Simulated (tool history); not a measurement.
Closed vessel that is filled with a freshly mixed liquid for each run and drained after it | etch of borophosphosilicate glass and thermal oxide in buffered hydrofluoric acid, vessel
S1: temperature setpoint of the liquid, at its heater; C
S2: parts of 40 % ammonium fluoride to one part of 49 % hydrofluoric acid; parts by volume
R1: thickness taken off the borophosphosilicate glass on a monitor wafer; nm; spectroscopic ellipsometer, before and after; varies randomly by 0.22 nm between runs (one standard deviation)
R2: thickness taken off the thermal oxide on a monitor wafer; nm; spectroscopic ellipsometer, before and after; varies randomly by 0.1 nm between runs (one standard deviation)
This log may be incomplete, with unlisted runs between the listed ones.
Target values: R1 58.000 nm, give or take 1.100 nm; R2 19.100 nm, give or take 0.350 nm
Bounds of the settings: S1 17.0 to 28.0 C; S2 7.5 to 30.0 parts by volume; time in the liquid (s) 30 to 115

run 1 hour=0.0 | S1=20.0 S2=21.0 time_in_the_liquid_(s)=60 | R1=87.148 R2=28.369
run 2 hour=5.2 | S1=22.0 S2=21.0 time_in_the_liquid_(s)=60 | R1=97.156 R2=31.861
run 3 hour=9.6 | S1=20.5 S2=22.5 time_in_the_liquid_(s)=60 | R1=85.060 R2=28.054
run 4 hour=14.3 | S1=20.5 S2=22.5 time_in_the_liquid_(s)=45 | R1=64.110 R2=21.042
run 5 hour=17.2 | S1=20.5 S2=22.5 time_in_the_liquid_(s)=70 | R1=99.662 R2=33.048
run 6 hour=26.4 | S1=19.5 S2=24.5 time_in_the_liquid_(s)=70 | R1=88.700 R2=29.078
run 7 hour=33.7 | S1=19.0 S2=26.0 time_in_the_liquid_(s)=70 | R1=82.952 R2=27.193
run 8 hour=35.9 | S1=18.5 S2=27.0 time_in_the_liquid_(s)=70 | R1=78.398 R2=25.793

Exactly one of the 4 candidate moves below puts every result within its allowed miss. Which one?
run A hour=38.1 | S1=18.5 S2=23.5 time_in_the_liquid_(s)=45 | R1=? R2=?
run B hour=38.1 | S1=18.5 S2=23.5 time_in_the_liquid_(s)=50 | R1=? R2=?
run C hour=38.1 | S1=20.5 S2=30.0 time_in_the_liquid_(s)=50 | R1=? R2=?
run D hour=38.1 | S1=19.5 S2=29.0 time_in_the_liquid_(s)=50 | R1=? R2=?

move=A R1=55.540 R2=18.364
move=B R1=61.711 R2=20.405
move=C R1=58.247 R2=19.295
move=D R1=56.397 R2=18.670
A: the result that was furthest off in the last run now lies on the other side of its target
B: closer than the last run, but not yet in spec
C: meets every target
D: the result that was furthest off in the last run now lies on the other side of its target
C is the move that brings every result within its allowed miss.
